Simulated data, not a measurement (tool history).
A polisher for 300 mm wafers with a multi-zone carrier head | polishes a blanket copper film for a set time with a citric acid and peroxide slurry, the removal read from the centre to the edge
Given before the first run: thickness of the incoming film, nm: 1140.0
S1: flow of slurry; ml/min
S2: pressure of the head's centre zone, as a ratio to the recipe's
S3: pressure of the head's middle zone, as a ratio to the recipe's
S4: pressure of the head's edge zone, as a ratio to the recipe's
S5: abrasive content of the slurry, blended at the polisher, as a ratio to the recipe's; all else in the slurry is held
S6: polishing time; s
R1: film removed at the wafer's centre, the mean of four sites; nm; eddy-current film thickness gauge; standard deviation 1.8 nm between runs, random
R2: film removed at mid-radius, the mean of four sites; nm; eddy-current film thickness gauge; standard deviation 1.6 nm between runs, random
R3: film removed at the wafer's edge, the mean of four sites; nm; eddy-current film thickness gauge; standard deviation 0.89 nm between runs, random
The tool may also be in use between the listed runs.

run  hour   S1    S2    S3    S4   S5  S6      R1      R2      R3
  1     0  310     1     1     1    1  58  152.08  147.54   150.9
  2     4  305  0.99  0.97  0.98  0.9  57  139.88  140.11  143.82
  3   5.3  305  1.03  0.97  0.98  0.9  57  147.63  139.04  145.91
  4   7.2  305  1.03  0.97  0.98  0.9  65  167.91  157.01  165.04
  5   7.9  305  1.04  0.95  0.96  0.8  62  158.74  143.74  151.02
  6  11.4  305  1.04  1.01  0.96  0.8  62  155.78  146.28  150.39

Expected results for the next run?
  7  18.1  295  1.04  0.98  0.95  0.75  60   ?   ?   ?

R1: 147.41 nm
R2: 134.05 nm
R3: 141.38 nm
